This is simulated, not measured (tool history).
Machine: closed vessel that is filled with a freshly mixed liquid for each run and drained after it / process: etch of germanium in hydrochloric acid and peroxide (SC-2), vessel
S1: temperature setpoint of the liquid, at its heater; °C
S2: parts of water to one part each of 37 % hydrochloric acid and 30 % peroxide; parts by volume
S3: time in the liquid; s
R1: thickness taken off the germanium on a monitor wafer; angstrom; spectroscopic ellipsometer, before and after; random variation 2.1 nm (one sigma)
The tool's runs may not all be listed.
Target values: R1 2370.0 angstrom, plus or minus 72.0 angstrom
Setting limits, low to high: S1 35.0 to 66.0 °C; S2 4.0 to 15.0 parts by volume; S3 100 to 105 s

{"run": 1, "hour": 0.0, "S1": 50.0, "S2": 8.5, "S3": 100, "R1": 2884.6}
{"run": 2, "hour": 6.1, "S1": 49.5, "S2": 8.5, "S3": 100, "R1": 2777.3}
{"run": 3, "hour": 12.4, "S1": 49.5, "S2": 8.5, "S3": 100, "R1": 2800.4}
{"run": 4, "hour": 16.5, "S1": 49.0, "S2": 8.5, "S3": 100, "R1": 2705.8}
{"run": 5, "hour": 17.5, "S1": 48.5, "S2": 8.5, "S3": 100, "R1": 2703.2}
{"run": 6, "hour": 21.1, "S1": 48.0, "S2": 8.5, "S3": 100, "R1": 2673.0}
{"run": 7, "hour": 24.9, "S1": 47.5, "S2": 8.5, "S3": 100, "R1": 2630.6}
{"run": 8, "hour": 27.3, "S1": 47.0, "S2": 8.5, "S3": 100, "R1": 2587.5}
{"run": 9, "hour": 29.4, "S1": 46.5, "S2": 8.5, "S3": 100, "R1": 2552.4}
{"run": 10, "hour": 33.0, "S1": 46.0, "S2": 8.5, "S3": 100, "R1": 2494.2}

Which single option among these 5 for the next run brings every result within its allowed miss of target? Just one does.
{"run": "A", "hour": 36.6, "S1": 41.5, "S2": 6.0, "S3": 100, "R1": "?"}
{"run": "B", "hour": 36.6, "S1": 45.0, "S2": 7.0, "S3": 105, "R1": "?"}
{"run": "C", "hour": 36.6, "S1": 43.5, "S2": 9.5, "S3": 105, "R1": "?"}
{"run": "D", "hour": 36.6, "S1": 46.0, "S2": 8.0, "S3": 105, "R1": "?"}
{"run": "E", "hour": 36.6, "S1": 42.5, "S2": 8.5, "S3": 100, "R1": "?"}

move=A R1=2174.6
move=B R1=2555.3
move=C R1=2392.2
move=D R1=2624.6
move=E R1=2218.9
A: moves the result that the last run missed by most past its target, out the other side
B: further off than the last run
C: each result inside its tolerance
D: further off than the last run
E: moves the result that the last run missed by most past its target, out the other side
Correct choice: C, which meets every target

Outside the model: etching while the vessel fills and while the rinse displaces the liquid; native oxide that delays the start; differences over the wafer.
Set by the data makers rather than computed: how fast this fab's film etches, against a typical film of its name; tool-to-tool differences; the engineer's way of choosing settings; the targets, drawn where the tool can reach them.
